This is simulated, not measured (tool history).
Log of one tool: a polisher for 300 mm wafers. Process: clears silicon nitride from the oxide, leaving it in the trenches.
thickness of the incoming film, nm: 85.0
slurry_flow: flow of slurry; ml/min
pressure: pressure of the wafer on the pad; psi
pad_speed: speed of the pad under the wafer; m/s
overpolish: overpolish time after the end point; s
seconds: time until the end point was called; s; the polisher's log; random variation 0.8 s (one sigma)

run	day	slurry_flow	pressure	pad_speed	overpolish	seconds
1	0.000	175	3.2	1.08	28	92.403
2	0.333	175	3.2	1.08	28	96.426
3	0.588	175	2.8	1.08	28	103.130
4	0.800	175	2.8	0.94	28	121.490
5	1.038	175	3.0	0.94	28	114.590
6	1.254	175	3.0	0.94	28	112.470
7	1.446	175	3.2	0.94	28	106.710
8	1.633	175	3.4	0.94	28	100.550
9	1.979	175	3.6	0.94	28	99.700
10	2.008	175	3.7	0.96	28	96.264
11	2.383	175	3.8	0.98	28	90.354
12	2.508	175	3.9	1.00	28	85.595
13	2.871	175	3.9	1.00	28	87.461
14	3.054	175	4.0	1.02	28	85.266

Run 15 comes next. What will it give?
15	3.267	175	4.0	1.02	28	?

{"run 15": {"seconds": 85.679}}

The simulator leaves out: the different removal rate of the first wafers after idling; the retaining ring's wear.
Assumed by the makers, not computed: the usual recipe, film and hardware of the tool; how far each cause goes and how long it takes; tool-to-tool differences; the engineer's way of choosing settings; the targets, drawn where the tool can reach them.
